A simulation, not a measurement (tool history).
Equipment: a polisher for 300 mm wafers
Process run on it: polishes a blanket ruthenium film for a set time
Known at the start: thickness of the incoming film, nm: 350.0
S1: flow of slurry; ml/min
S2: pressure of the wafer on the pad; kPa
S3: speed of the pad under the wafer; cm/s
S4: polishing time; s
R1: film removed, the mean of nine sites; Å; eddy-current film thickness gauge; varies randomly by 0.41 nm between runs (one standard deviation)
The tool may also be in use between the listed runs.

run  hour   S1    S2   S3  S4      R1
  1   0.0  220  14.5  112  30  482.09
  2   3.1  220  13.1  110  30  435.08
  3   7.6  220  10.3  110  30  340.15
  4  13.7  220  12.4  110  30  405.75
  5  20.6  220  11.7  110  30  390.23
  6  27.5  220  11.0  110  30  362.61

Run 7, settings as shown, results not yet in. Your forecast:
  7  35.2  220  10.3  110  30   ?

{"run 7": {"R1": 339.18}}
